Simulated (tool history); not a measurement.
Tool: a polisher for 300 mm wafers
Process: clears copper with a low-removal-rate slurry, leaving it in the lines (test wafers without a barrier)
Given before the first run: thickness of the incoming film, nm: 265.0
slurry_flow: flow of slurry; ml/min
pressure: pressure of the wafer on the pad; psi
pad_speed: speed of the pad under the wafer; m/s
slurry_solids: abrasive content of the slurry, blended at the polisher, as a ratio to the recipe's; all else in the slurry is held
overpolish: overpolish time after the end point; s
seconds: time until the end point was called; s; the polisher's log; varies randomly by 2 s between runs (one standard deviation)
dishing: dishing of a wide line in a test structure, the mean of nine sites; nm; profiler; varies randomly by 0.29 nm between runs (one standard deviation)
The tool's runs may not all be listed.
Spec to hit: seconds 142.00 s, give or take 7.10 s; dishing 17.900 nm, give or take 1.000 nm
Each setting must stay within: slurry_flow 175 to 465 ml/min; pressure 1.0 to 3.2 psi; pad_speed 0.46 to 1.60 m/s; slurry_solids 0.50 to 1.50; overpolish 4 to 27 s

run	hour	slurry_flow	pressure	pad_speed	slurry_solids	overpolish	seconds	dishing
1	0.0	295	2.1	1.02	1.00	14	145.40	21.471
2	6.5	295	1.6	1.02	1.00	14	171.19	18.436
3	11.3	255	1.6	1.02	1.00	14	176.52	18.102
4	20.0	265	1.8	1.02	1.00	13	159.01	18.383
5	24.3	265	1.9	1.02	1.00	12	158.20	17.578
6	25.1	265	1.6	1.02	1.00	12	170.87	15.903
7	32.5	265	1.8	1.02	1.00	12	156.80	17.073
8	34.8	265	1.9	1.02	1.00	12	157.05	17.458
9	43.1	270	2.0	1.02	1.00	12	148.12	18.077

Which of these 4 next moves meets every target?
A	51.4	295	2.2	0.96	1.20	11	?	?
B	51.4	285	2.5	0.76	1.30	12	?	?
C	51.4	285	2.3	0.84	1.10	12	?	?
D	51.4	265	1.9	1.08	0.75	12	?	?

move	seconds	dishing
A	139.47	17.795
B	156.90	17.375
C	157.04	17.328
D	153.76	17.568
A: in spec on every target
B: the biggest miss grows against the last run
C: the biggest miss grows against the last run
D: the biggest miss grows against the last run
Go with A: it meets all targets.
